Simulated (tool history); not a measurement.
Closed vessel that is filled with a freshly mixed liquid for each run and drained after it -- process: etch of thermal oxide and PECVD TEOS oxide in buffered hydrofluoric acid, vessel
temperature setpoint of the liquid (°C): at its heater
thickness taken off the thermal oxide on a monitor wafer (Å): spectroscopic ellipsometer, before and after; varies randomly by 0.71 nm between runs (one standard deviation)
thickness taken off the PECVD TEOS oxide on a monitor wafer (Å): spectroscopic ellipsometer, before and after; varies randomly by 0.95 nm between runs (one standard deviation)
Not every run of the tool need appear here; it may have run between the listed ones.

run,hour,temperature setpoint of the liquid (°C),parts of 40 % ammonium fluoride to one part of 49 % hydrofluoric acid (parts by volume),time in the liquid (s),thickness taken off the thermal oxide on a monitor wafer (Å),thickness taken off the PECVD TEOS oxide on a monitor wafer (Å)
1,0.0,23.0,11.0,60,690.55,1868.7
2,5.7,23.0,14.0,60,550.35,1465.9
3,9.1,23.0,14.0,85,779.80,2068.3
4,13.1,23.0,16.0,85,683.90,1821.2
5,17.5,19.5,16.0,85,566.24,1501.1
6,19.3,19.5,18.0,85,502.86,1347.2
7,20.8,22.0,17.0,85,606.76,1628.5

Run 8, settings as shown, results not yet in. Your forecast:
8,26.5,24.0,16.5,85,?,?

Logged for run 8: thickness taken off the thermal oxide on a monitor wafer (Å) 705.02, thickness taken off the PECVD TEOS oxide on a monitor wafer (Å) 1875.9.
